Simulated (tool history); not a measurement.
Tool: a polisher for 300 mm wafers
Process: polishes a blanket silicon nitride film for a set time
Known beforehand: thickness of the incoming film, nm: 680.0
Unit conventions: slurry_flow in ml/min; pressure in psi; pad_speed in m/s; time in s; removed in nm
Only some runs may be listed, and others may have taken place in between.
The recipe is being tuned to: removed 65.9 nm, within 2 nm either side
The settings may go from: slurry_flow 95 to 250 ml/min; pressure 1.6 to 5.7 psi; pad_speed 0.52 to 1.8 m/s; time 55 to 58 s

{"run": 1, "hour": 0.0, "slurry_flow": 160, "pressure": 3.6, "pad_speed": 1.16, "time": 55, "removed": 89.141}
{"run": 2, "hour": 4.4, "slurry_flow": 160, "pressure": 3.6, "pad_speed": 1.4, "time": 55, "removed": 102.53}
{"run": 3, "hour": 13.0, "slurry_flow": 155, "pressure": 3.2, "pad_speed": 1.4, "time": 55, "removed": 94.101}
{"run": 4, "hour": 16.0, "slurry_flow": 155, "pressure": 2.8, "pad_speed": 1.4, "time": 55, "removed": 84.592}
{"run": 5, "hour": 17.8, "slurry_flow": 155, "pressure": 2.6, "pad_speed": 1.4, "time": 55, "removed": 79.825}
{"run": 6, "hour": 19.5, "slurry_flow": 155, "pressure": 2.6, "pad_speed": 1.4, "time": 55, "removed": 79.811}
{"run": 7, "hour": 20.9, "slurry_flow": 155, "pressure": 2.4, "pad_speed": 1.4, "time": 55, "removed": 75.866}
{"run": 8, "hour": 26.3, "slurry_flow": 135, "pressure": 1.9, "pad_speed": 1.4, "time": 55, "removed": 61.562}
{"run": 9, "hour": 32.3, "slurry_flow": 140, "pressure": 1.9, "pad_speed": 1.4, "time": 55, "removed": 62.647}
{"run": 10, "hour": 40.6, "slurry_flow": 140, "pressure": 1.9, "pad_speed": 1.4, "time": 55, "removed": 62.339}
{"run": 11, "hour": 49.4, "slurry_flow": 145, "pressure": 1.9, "pad_speed": 1.4, "time": 55, "removed": 62.93}
{"run": 12, "hour": 55.7, "slurry_flow": 150, "pressure": 1.9, "pad_speed": 1.4, "time": 55, "removed": 62.458}
{"run": 13, "hour": 58.0, "slurry_flow": 155, "pressure": 2.1, "pad_speed": 1.4, "time": 55, "removed": 68.163}

Which one of the following 4 next-run settings gets every result inside its allowed miss? There is exactly one.
{"run": "A", "hour": 60.3, "slurry_flow": 125, "pressure": 2.1, "pad_speed": 1.46, "time": 57, "removed": "?"}
{"run": "B", "hour": 60.3, "slurry_flow": 120, "pressure": 1.9, "pad_speed": 1.6, "time": 58, "removed": "?"}
{"run": "C", "hour": 60.3, "slurry_flow": 170, "pressure": 1.9, "pad_speed": 1.44, "time": 55, "removed": "?"}
{"run": "D", "hour": 60.3, "slurry_flow": 105, "pressure": 2.2, "pad_speed": 1.5, "time": 58, "removed": "?"}

move=A removed=69.42
move=B removed=70.216
move=C removed=65.698
move=D removed=71.283
A: further off than the last run
B: further off than the last run
C: every result lands within tolerance
D: further off than the last run
C meets every target.
